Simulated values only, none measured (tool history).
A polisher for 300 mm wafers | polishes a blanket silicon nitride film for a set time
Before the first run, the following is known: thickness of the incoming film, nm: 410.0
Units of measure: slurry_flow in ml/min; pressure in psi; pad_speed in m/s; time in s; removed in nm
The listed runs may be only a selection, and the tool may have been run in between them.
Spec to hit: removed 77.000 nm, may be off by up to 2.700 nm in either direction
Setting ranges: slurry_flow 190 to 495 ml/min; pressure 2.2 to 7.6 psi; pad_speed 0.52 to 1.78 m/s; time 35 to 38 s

| run | hour | slurry_flow | pressure | pad_speed | time | removed |
|---|---|---|---|---|---|---|
| 1 | 0.0 | 320 | 4.9 | 1.14 | 38 | 105.970 |
| 2 | 8.1 | 320 | 4.6 | 1.14 | 38 | 103.330 |
| 3 | 9.6 | 320 | 5.5 | 1.14 | 38 | 121.590 |
| 4 | 12.3 | 320 | 6.0 | 1.14 | 38 | 130.200 |
| 5 | 15.0 | 320 | 5.3 | 1.12 | 38 | 116.600 |
| 6 | 18.7 | 320 | 4.8 | 1.12 | 38 | 105.170 |
| 7 | 26.5 | 320 | 4.4 | 1.12 | 38 | 96.009 |
| 8 | 35.4 | 320 | 4.2 | 1.12 | 38 | 92.404 |
| 9 | 39.9 | 320 | 4.0 | 1.12 | 38 | 88.583 |
| 10 | 42.5 | 320 | 4.0 | 1.12 | 38 | 86.108 |

Below are 5 possible settings for the next run. Only one of them brings all results inside the allowed miss of their targets. Which is it?
| A | 45.1 | 365 | 4.7 | 1.12 | 35 | ? |
| B | 45.1 | 440 | 5.9 | 0.88 | 35 | ? |
| C | 45.1 | 345 | 3.7 | 0.94 | 38 | ? |
| D | 45.1 | 360 | 3.4 | 1.14 | 38 | ? |
| E | 45.1 | 425 | 4.4 | 0.80 | 35 | ? |

| move | removed |
|---|---|
| A | 94.300 |
| B | 99.120 |
| C | 70.800 |
| D | 75.895 |
| E | 69.220 |
A: lands further from the targets than the last run did
B: lands further from the targets than the last run did
C: pushes the last run's worst result past its target
D: each result inside its tolerance
E: pushes the last run's worst result past its target
Go with D: it meets all targets.
